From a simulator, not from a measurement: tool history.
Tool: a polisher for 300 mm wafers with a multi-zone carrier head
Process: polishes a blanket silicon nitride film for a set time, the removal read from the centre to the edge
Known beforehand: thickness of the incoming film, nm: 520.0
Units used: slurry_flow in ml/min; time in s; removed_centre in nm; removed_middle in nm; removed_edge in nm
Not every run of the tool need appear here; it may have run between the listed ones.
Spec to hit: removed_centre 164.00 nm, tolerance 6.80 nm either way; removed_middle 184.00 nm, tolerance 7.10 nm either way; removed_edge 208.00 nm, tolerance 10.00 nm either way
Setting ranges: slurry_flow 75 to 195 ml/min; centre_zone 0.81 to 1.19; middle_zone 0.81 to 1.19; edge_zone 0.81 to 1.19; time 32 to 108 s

run  hour  slurry_flow  centre_zone  middle_zone  edge_zone  time  removed_centre  removed_middle  removed_edge
  1   0.0          125         1.00         1.00       1.00    70          225.33          207.01        204.61
  2   2.9          125         1.00         0.94       1.00    70          229.26          198.47        206.39
  3   9.1          125         1.00         0.94       0.93    70          225.39          198.46        201.94
  4  17.1          125         1.00         1.03       0.93    70          220.79          211.35        200.07
  5  20.2          125         1.00         1.03       0.93    80          252.33          242.01        234.22
  6  25.5          110         0.95         1.02       1.00    77          226.69          227.81        220.03
  7  32.5          100         0.91         1.00       1.05    75          203.62          208.12        213.46
  8  35.2           95         0.88         1.00       1.09    74          188.96          204.47        220.63
     40.8  -- centre zone pressure recalibrated
  9  40.8           80         0.81         0.95       1.06    70          141.77          170.18        196.62
 10  44.8           90         0.82         0.95       1.06    70          150.77          184.72        198.01
 11  45.8           90         0.83         0.94       1.08    70          154.40          178.93        198.46
 12  52.9           90         0.83         0.94       1.10    70          152.67          177.37        201.38
 13  59.4           95         0.83         0.94       1.11    70          160.96          182.51        210.73
 14  64.1           95         0.83         0.94       1.10    70          159.60          181.81        204.33

Which of these 4 next moves meets every target?
  A  68.8          110         0.84         0.97       1.08    71               ?               ?             ?
  B  68.8          140         0.88         0.89       1.10    66               ?               ?             ?
  C  68.8           95         0.89         0.99       1.19    68               ?               ?             ?
  D  68.8          135         0.81         0.97       1.09    67               ?               ?             ?

move  removed_centre  removed_middle  removed_edge
   A          169.99          196.15        214.50
   B          177.06          181.70        209.93
   C          164.00          182.33        209.48
   D          163.92          194.85        210.74
A: brings the last run's worst result on target, with another outside its allowed miss
B: carries the result that was furthest off beyond its target, to the other side
C: in spec on every target
D: brings the last run's worst result on target, with another outside its allowed miss
The right move is C.
